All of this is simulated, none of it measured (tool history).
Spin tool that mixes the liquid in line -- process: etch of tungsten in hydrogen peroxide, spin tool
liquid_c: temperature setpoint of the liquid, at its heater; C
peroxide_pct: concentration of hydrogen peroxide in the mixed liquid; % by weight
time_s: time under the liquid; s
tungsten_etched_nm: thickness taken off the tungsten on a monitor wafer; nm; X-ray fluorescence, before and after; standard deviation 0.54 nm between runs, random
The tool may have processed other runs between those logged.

| run | hour | liquid_c | peroxide_pct | time_s | tungsten_etched_nm |
|---|---|---|---|---|---|
| 1 | 0 | 57 | 21 | 50 | 77.83 |
| 2 | 4.6 | 56 | 21 | 50 | 71.482 |
| 3 | 9.6 | 60.5 | 21 | 50 | 92.43 |
| 4 | 13.7 | 59 | 21 | 50 | 84.227 |
| 5 | 21.5 | 66 | 21 | 50 | 128.84 |
| 6 | 22.5 | 64 | 21 | 50 | 113.71 |

Expected results for the next run?
| 7 | 26.5 | 62 | 21 | 50 | ? |

tungsten_etched_nm: 101.17 nm

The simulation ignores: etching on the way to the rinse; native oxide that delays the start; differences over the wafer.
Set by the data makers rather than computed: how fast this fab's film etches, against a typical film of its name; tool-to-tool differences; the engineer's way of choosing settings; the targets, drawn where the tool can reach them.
